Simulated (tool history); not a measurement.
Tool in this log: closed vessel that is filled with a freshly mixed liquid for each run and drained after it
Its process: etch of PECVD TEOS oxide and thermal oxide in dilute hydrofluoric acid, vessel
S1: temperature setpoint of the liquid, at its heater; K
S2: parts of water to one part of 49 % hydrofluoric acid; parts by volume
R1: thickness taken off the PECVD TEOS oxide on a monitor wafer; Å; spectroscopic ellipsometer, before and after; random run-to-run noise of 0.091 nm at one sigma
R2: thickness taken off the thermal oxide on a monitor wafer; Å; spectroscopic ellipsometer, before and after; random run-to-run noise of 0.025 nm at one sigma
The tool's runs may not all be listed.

{"run": 1, "hour": 0.0, "S1": 297.15, "S2": 135, "time in the liquid (s)": 155, "R1": 226.06, "R2": 54.317}
{"run": 2, "hour": 2.5, "S1": 294.15, "S2": 135, "time in the liquid (s)": 155, "R1": 198.99, "R2": 48.473}
{"run": 3, "hour": 11.3, "S1": 294.15, "S2": 135, "time in the liquid (s)": 115, "R1": 148.72, "R2": 36.217}
{"run": 4, "hour": 16.8, "S1": 295.15, "S2": 135, "time in the liquid (s)": 115, "R1": 154.67, "R2": 37.463}
{"run": 5, "hour": 23.0, "S1": 295.15, "S2": 135, "time in the liquid (s)": 180, "R1": 241.66, "R2": 58.431}
{"run": 6, "hour": 27.1, "S1": 293.65, "S2": 140, "time in the liquid (s)": 180, "R1": 219.25, "R2": 52.76}
{"run": 7, "hour": 32.8, "S1": 292.65, "S2": 145, "time in the liquid (s)": 180, "R1": 201.79, "R2": 48.837}

Estimate the outcome of run 8 from the log above:
{"run": 8, "hour": 34.3, "S1": 292.15, "S2": 145, "time in the liquid (s)": 180, "R1": "?", "R2": "?"}

{"run 8": {"R1": 199.69, "R2": 47.844}}
